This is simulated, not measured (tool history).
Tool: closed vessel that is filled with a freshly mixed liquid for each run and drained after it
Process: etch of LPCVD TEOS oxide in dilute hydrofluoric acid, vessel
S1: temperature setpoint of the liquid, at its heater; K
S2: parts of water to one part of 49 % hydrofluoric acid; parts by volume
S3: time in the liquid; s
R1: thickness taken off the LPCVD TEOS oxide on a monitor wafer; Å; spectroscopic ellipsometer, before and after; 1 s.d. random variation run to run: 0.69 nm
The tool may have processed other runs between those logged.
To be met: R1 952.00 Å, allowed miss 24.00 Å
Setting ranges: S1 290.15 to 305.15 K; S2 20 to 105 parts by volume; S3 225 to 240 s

run   hour      S1  S2   S3      R1
  1    0.0  297.15  55  225  803.29
  2    4.8  297.65  55  225  831.17
  3    9.1  297.65  70  225  638.45
  4   15.8  298.65  70  225  667.75
  5   24.4  298.65  70  240  707.13
  6   31.7  298.65  70  225  665.58
  7   40.3  299.15  70  225  684.88
  8   48.3  299.15  70  225  674.36
  9   55.1  299.65  70  225  694.54
 10   64.3  299.65  70  225  690.07
 11   72.2  300.15  70  225  699.17
 12   77.7  300.65  70  225  708.61
 13   84.0  301.15  70  225  728.41
 14   88.9  301.65  70  225  734.69
 15   97.7  302.15  70  225  761.39
 16   99.3  302.65  70  225  776.09
 17  100.5  303.15  70  225  785.64
 18  103.9  305.15  65  225  914.22

Which of these 4 next moves meets every target?
  A  107.3  299.65  50  225   ?
  B  107.3  301.65  60  225   ?
  C  107.3  305.15  60  225   ?
  D  107.3  305.15  65  235   ?

move      R1
   A  986.36
   B  875.34
   C  999.91
   D  955.98
A: takes the result that was furthest off past its target
B: moves away from the targets compared with the last run
C: takes the result that was furthest off past its target
D: every result lands within tolerance
So the answer is move D, the one that meets all the targets.

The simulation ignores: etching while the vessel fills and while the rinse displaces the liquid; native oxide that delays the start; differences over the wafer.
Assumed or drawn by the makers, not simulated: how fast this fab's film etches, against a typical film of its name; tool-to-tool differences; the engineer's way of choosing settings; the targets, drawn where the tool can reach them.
